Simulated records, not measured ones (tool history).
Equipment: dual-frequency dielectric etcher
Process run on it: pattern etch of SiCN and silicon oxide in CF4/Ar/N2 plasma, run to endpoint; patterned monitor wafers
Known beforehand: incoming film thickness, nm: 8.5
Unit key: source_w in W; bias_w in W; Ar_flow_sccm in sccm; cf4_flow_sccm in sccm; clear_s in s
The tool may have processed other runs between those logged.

run 1 hour=0.0 | source_w=410 bias_w=89 Ar_flow_sccm=132 cf4_flow_sccm=79 | clear_s=9.9417
run 2 hour=1.7 | source_w=420 bias_w=89 Ar_flow_sccm=132 cf4_flow_sccm=79 | clear_s=9.7263
run 3 hour=3.2 | source_w=430 bias_w=89 Ar_flow_sccm=132 cf4_flow_sccm=79 | clear_s=9.6070
run 4 hour=9.6 | source_w=430 bias_w=89 Ar_flow_sccm=154 cf4_flow_sccm=79 | clear_s=9.8090
run 5 hour=15.9 | source_w=430 bias_w=89 Ar_flow_sccm=138 cf4_flow_sccm=79 | clear_s=9.7038
run 6 hour=18.5 | source_w=360 bias_w=89 Ar_flow_sccm=138 cf4_flow_sccm=79 | clear_s=11.1390
run 7 hour=25.6 | source_w=380 bias_w=90 Ar_flow_sccm=138 cf4_flow_sccm=79 | clear_s=10.6530

The next listed run, before its measurement:
run 8 hour=34.5 | source_w=400 bias_w=91 Ar_flow_sccm=138 cf4_flow_sccm=79 | clear_s=?

Logged for run 8: clear_s 10.1350 s.
